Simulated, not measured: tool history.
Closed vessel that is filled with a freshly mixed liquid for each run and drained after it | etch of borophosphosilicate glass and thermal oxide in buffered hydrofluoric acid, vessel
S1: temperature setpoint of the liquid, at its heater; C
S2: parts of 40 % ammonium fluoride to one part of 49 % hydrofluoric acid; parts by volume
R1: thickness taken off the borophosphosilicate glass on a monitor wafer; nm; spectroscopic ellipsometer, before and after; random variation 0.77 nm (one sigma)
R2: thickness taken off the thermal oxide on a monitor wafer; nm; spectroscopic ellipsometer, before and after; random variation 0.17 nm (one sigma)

run 1 hour=0.0 | S1=24.0 S2=11.5 time_in_the_liquid_(s)=60 | R1=131.290 R2=57.478
run 2 hour=2.3 | S1=22.5 S2=11.5 time_in_the_liquid_(s)=60 | R1=122.590 R2=53.047
run 3 hour=8.2 | S1=21.0 S2=11.5 time_in_the_liquid_(s)=60 | R1=112.200 R2=48.789
run 4 hour=15.5 | S1=20.5 S2=11.5 time_in_the_liquid_(s)=60 | R1=109.510 R2=47.316
run 5 hour=22.5 | S1=20.5 S2=11.5 time_in_the_liquid_(s)=40 | R1=72.863 R2=31.641
run 6 hour=25.8 | S1=22.5 S2=11.5 time_in_the_liquid_(s)=40 | R1=81.717 R2=35.129
run 7 hour=29.9 | S1=24.0 S2=11.5 time_in_the_liquid_(s)=40 | R1=87.474 R2=38.398
run 8 hour=38.1 | S1=25.0 S2=11.5 time_in_the_liquid_(s)=40 | R1=93.632 R2=40.531

Forecast run 9:
run 9 hour=43.2 | S1=25.5 S2=11.5 time_in_the_liquid_(s)=40 | R1=? R2=?

Run 9 gave R1 95.025 nm, R2 41.785 nm.
